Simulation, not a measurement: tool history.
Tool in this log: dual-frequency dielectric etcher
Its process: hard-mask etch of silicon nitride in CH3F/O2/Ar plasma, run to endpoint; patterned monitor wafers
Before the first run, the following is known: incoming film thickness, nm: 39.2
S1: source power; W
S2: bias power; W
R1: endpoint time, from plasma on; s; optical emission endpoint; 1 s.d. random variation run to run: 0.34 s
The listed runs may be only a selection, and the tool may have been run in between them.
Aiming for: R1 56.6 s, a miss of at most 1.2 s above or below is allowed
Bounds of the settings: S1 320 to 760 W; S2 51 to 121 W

run 1 day=0 | S1=540 S2=86 | R1=47.94
run 2 day=0.05 | S1=500 S2=86 | R1=49.856
run 3 day=0.392 | S1=480 S2=86 | R1=50.513
run 4 day=0.712 | S1=480 S2=100 | R1=47.848
run 5 day=1.021 | S1=460 S2=99 | R1=48.879
run 6 day=1.329 | S1=460 S2=109 | R1=46.918
run 7 day=1.654 | S1=440 S2=107 | R1=48.543
run 8 day=1.871 | S1=440 S2=107 | R1=48.435
run 9 day=2.167 | S1=430 S2=105 | R1=49.147
run 10 day=2.196 | S1=420 S2=104 | R1=50.868
run 11 day=2.546 | S1=410 S2=104 | R1=51.501
-- day=2.6 wet clean of the chamber
run 12 day=2.6 | S1=400 S2=104 | R1=50.932
run 13 day=2.738 | S1=390 S2=103 | R1=51.307
run 14 day=2.921 | S1=320 S2=87 | R1=62.423

Which one of the following 5 next-run settings gets every result inside its allowed miss? There is exactly one.
run A day=3.104 | S1=430 S2=83 | R1=?
run B day=3.104 | S1=390 S2=90 | R1=?
run C day=3.104 | S1=380 S2=95 | R1=?
run D day=3.104 | S1=360 S2=99 | R1=?
run E day=3.104 | S1=360 S2=92 | R1=?

move=A R1=53.136
move=B R1=54.156
move=C R1=53.665
move=D R1=54.38
move=E R1=56.194
A: takes the biggest miss from the last run beyond its target
B: takes the biggest miss from the last run beyond its target
C: takes the biggest miss from the last run beyond its target
D: takes the biggest miss from the last run beyond its target
E: in spec on every target
Go with E: it meets all targets.

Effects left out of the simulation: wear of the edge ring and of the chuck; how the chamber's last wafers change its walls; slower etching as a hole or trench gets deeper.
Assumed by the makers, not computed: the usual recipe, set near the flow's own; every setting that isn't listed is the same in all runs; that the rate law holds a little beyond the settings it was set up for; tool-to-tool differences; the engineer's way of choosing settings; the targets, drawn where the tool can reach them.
